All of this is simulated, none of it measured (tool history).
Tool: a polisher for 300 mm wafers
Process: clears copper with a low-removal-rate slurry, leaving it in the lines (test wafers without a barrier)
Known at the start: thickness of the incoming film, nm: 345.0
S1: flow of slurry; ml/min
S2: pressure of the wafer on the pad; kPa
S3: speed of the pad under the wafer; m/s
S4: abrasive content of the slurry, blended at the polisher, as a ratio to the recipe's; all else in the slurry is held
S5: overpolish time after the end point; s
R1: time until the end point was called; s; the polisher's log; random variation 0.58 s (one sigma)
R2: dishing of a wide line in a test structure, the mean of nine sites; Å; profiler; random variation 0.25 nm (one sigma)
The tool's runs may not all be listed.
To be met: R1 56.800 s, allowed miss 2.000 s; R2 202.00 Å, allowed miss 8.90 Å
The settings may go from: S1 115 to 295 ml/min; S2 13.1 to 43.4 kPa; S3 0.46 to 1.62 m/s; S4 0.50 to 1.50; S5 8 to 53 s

Run 1, hour 0.0: S1 190 ml/min, S2 28.3 kPa, S3 1.04 m/s, S4 1.00, S5 27 s. Result: R1 81.080 s, R2 217.45 Å.
Run 2, hour 5.2: S1 190 ml/min, S2 28.3 kPa, S3 1.04 m/s, S4 1.20, S5 27 s. Result: R1 79.883 s, R2 214.56 Å.
Run 3, hour 6.0: S1 190 ml/min, S2 29.6 kPa, S3 1.04 m/s, S4 1.25, S5 23 s. Result: R1 74.122 s, R2 217.69 Å.
Run 4, hour 6.7: S1 190 ml/min, S2 29.6 kPa, S3 1.08 m/s, S4 1.30, S5 20 s. Result: R1 72.581 s, R2 210.89 Å.
Run 5, hour 13.3: S1 190 ml/min, S2 30.3 kPa, S3 1.10 m/s, S4 1.35, S5 18 s. Result: R1 69.115 s, R2 212.63 Å.
Run 6, hour 17.3: S1 190 ml/min, S2 24.8 kPa, S3 1.10 m/s, S4 1.35, S5 18 s. Result: R1 85.475 s, R2 198.79 Å.
Run 7, hour 20.8: S1 205 ml/min, S2 31.7 kPa, S3 1.30 m/s, S4 1.35, S5 8 s. Result: R1 57.191 s, R2 173.30 Å.
Run 8, hour 24.8: S1 200 ml/min, S2 31.7 kPa, S3 1.30 m/s, S4 1.40, S5 10 s. Result: R1 58.038 s, R2 191.27 Å.

Which of these 4 next moves meets every target?
Run A, hour 28.8: S1 205 ml/min, S2 31.0 kPa, S3 1.22 m/s, S4 1.35, S5 14 s. Result: R1 ?, R2 ?.
Run B, hour 28.8: S1 260 ml/min, S2 37.2 kPa, S3 1.00 m/s, S4 1.50, S5 12 s. Result: R1 ?, R2 ?.
Run C, hour 28.8: S1 145 ml/min, S2 35.2 kPa, S3 1.12 m/s, S4 1.35, S5 14 s. Result: R1 ?, R2 ?.
Run D, hour 28.8: S1 175 ml/min, S2 35.9 kPa, S3 1.16 m/s, S4 1.45, S5 20 s. Result: R1 ?, R2 ?.

move      R1      R2
   A  62.390  204.26
   B  57.546  201.36
   C  62.416  204.90
   D  56.936  220.43
A: brings the result that was furthest off to its target, and leaves another outside
B: meets every target
C: brings the result that was furthest off to its target, and leaves another outside
D: takes the result that was furthest off past its target
Answer: B
